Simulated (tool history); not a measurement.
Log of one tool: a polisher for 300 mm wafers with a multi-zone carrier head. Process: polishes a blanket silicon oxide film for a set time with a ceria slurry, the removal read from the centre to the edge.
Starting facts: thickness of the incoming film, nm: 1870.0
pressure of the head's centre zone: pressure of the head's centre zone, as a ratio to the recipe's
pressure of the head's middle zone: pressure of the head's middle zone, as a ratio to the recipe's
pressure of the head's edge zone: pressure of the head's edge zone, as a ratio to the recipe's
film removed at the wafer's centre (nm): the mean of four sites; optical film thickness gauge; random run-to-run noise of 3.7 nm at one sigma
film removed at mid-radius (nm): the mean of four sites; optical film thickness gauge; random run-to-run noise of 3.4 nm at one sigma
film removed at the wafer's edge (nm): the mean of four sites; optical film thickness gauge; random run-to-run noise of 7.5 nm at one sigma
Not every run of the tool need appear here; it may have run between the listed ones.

run  hour  flow of slurry (ml/min)  pressure of the head's centre zone  pressure of the head's middle zone  pressure of the head's edge zone  polishing time (s)  film removed at the wafer's centre (nm)  film removed at mid-radius (nm)  film removed at the wafer's edge (nm)
  1     0                      140                                   1                                   1                                 1                  62                                   353.67                              354                                 368.39
  2   6.6                      140                                1.03                                   1                                 1                  62                                    368.9                           352.74                                 362.69
  3  12.7                      120                                1.03                                   1                                 1                  62                                   345.23                           341.24                                 355.35
  4  13.7                      140                                1.05                                1.02                              1.05                  67                                    400.5                           388.14                                 416.53
  5  18.8                      160                                1.09                                1.05                              1.07                  69                                   439.39                           420.86                                 428.95
  6    20                      195                                1.09                                1.05                              1.07                  69                                   456.93                           435.66                                 436.12
  7  21.5                      210                                1.19                                1.07                              1.17                  81                                   586.39                           528.31                                 541.91
  8    26                      210                                1.19                                1.06                              1.16                  81                                   581.96                           527.96                                 537.15

Forecast run 9:
  9  33.1                      220                                1.19                                   1                              1.13                  83                                        ?                                ?                                      ?

{"run 9": {"film removed at the wafer's centre (nm)": 603.01, "film removed at mid-radius (nm)": 517.62, "film removed at the wafer's edge (nm)": 539.63}}

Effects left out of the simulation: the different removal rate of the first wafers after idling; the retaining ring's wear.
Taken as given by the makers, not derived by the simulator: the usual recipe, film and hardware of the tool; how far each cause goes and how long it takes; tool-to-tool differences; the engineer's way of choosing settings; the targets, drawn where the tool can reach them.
